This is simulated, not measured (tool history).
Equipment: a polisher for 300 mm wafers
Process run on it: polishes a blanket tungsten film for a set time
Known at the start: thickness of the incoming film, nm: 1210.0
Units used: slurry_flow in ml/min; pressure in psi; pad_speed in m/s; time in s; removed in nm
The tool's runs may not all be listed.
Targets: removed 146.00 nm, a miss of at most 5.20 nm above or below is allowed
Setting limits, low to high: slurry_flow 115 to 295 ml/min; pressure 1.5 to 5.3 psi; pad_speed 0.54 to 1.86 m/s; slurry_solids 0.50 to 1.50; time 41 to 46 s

run    day  slurry_flow  pressure  pad_speed  slurry_solids  time  removed
  1  0.000          190       3.4       1.18           1.00    46   192.14
  2  0.088          190       3.2       1.18           1.00    46   182.77
  3  0.246          190       3.1       1.18           1.00    46   177.91
  4  0.500          230       3.1       1.18           1.00    46   182.95
  5  0.862          230       3.0       1.18           1.00    46   177.95
  6  1.025          230       3.6       1.18           1.00    46   209.53
  7  1.112          230       3.4       1.18           1.00    46   198.73
  8  1.158          230       3.2       1.18           1.00    46   187.82
  9  1.492          230       3.0       1.18           1.00    46   174.56

Which single option among these 5 for the next run brings every result within its allowed miss of target? Just one does.
  A  1.825          225       3.0       1.24           1.00    45        ?
  B  1.825          200       4.2       0.86           1.00    41        ?
  C  1.825          240       3.5       0.80           1.25    44        ?
  D  1.825          265       2.7       1.14           0.95    41        ?
  E  1.825          260       3.4       1.24           1.05    42        ?

move  removed
   A   182.92
   B   160.02
   C   145.43
   D   139.27
   E   198.27
A: misses by more than the last run did
B: closes in on the targets versus the last run, not all within tolerance yet
C: every result within its allowed miss
D: carries the result that was furthest off beyond its target, to the other side
E: misses by more than the last run did
So the answer is move C, the one that meets all the targets.

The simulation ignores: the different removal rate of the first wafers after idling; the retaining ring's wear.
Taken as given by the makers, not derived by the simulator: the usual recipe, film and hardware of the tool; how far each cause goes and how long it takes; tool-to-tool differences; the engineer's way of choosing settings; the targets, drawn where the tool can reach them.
